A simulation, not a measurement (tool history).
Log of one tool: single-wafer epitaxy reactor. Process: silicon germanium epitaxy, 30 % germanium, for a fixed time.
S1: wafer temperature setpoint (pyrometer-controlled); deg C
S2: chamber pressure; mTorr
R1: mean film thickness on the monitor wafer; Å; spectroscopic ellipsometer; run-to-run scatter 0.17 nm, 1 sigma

{"run": 1, "hour": 0.0, "S1": 590, "S2": 24600, "R1": 528.52}
{"run": 2, "hour": 7.9, "S1": 590, "S2": 22100, "R1": 512.4}
{"run": 3, "hour": 15.7, "S1": 590, "S2": 19600, "R1": 489.13}
{"run": 4, "hour": 20.4, "S1": 585, "S2": 19500, "R1": 434.82}
{"run": 5, "hour": 23.4, "S1": 595, "S2": 19500, "R1": 539.4}
{"run": 6, "hour": 27.1, "S1": 585, "S2": 19500, "R1": 438.68}
{"run": 7, "hour": 28.7, "S1": 581, "S2": 19400, "R1": 400.81}
{"run": 8, "hour": 32.5, "S1": 579, "S2": 19400, "R1": 386.59}
{"run": 9, "hour": 39.3, "S1": 577, "S2": 19400, "R1": 366.9}
{"run": 10, "hour": 39.8, "S1": 576, "S2": 19400, "R1": 358.24}
{"run": 11, "hour": 43.8, "S1": 575, "S2": 19400, "R1": 350.78}

Run 12 has not been measured yet. What should we expect?
{"run": 12, "hour": 47.8, "S1": 574, "S2": 19400, "R1": "?"}

{"run 12": {"R1": 344.23}}
